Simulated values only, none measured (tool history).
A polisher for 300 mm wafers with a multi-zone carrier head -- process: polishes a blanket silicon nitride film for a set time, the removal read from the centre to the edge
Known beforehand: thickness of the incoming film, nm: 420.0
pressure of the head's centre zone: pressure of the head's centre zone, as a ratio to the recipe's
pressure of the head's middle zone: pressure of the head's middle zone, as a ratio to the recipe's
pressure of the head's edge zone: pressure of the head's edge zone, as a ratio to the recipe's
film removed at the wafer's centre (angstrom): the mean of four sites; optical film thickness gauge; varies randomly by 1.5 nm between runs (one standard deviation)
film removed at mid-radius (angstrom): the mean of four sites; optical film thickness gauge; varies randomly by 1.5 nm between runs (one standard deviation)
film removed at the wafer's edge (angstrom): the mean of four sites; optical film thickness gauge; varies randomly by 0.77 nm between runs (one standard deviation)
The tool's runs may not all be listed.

| run | hour | flow of slurry (ml/min) | pressure of the head's centre zone | pressure of the head's middle zone | pressure of the head's edge zone | polishing time (s) | film removed at the wafer's centre (angstrom) | film removed at mid-radius (angstrom) | film removed at the wafer's edge (angstrom) |
|---|---|---|---|---|---|---|---|---|---|
| 1 | 0.0 | 215 | 1.00 | 1.00 | 1.00 | 62 | 1381.8 | 1435.7 | 1367.7 |
| 2 | 2.7 | 210 | 1.00 | 0.99 | 0.97 | 59 | 1336.6 | 1342.9 | 1269.3 |
| 3 | 7.4 | 205 | 0.98 | 0.98 | 0.95 | 57 | 1263.5 | 1282.8 | 1225.3 |
| 4 | 10.0 | 180 | 0.98 | 0.98 | 0.95 | 57 | 1230.8 | 1257.4 | 1191.7 |
| 5 | 17.1 | 175 | 0.97 | 0.98 | 0.93 | 56 | 1154.1 | 1249.3 | 1162.3 |
| 6 | 25.2 | 175 | 0.97 | 0.98 | 1.01 | 56 | 1146.5 | 1225.3 | 1204.2 |
| 7 | 33.7 | 170 | 0.97 | 0.98 | 0.98 | 55 | 1133.4 | 1208.9 | 1165.8 |
| 8 | 40.6 | 165 | 0.97 | 0.97 | 0.96 | 54 | 1115.3 | 1172.7 | 1140.4 |
| 9 | 44.0 | 160 | 0.97 | 0.97 | 0.94 | 53 | 1068.5 | 1139.4 | 1097.9 |
| 10 | 49.5 | 155 | 0.98 | 0.97 | 0.92 | 53 | 1041.6 | 1148.5 | 1070.5 |
| 11 | 51.7 | 155 | 1.00 | 0.96 | 0.91 | 53 | 1109.9 | 1148.2 | 1072.0 |
| 12 | 58.2 | 150 | 1.00 | 0.96 | 0.90 | 53 | 1088.4 | 1109.1 | 1071.4 |
| 13 | 62.6 | 150 | 1.00 | 0.96 | 0.89 | 53 | 1101.0 | 1121.5 | 1037.0 |

Run 14 comes next. What will it give?
| 14 | 63.7 | 145 | 1.00 | 0.96 | 0.89 | 53 | ? | ? | ? |

{"run 14": {"film removed at the wafer's centre (angstrom)": 1098.8, "film removed at mid-radius (angstrom)": 1089.9, "film removed at the wafer's edge (angstrom)": 1049.7}}
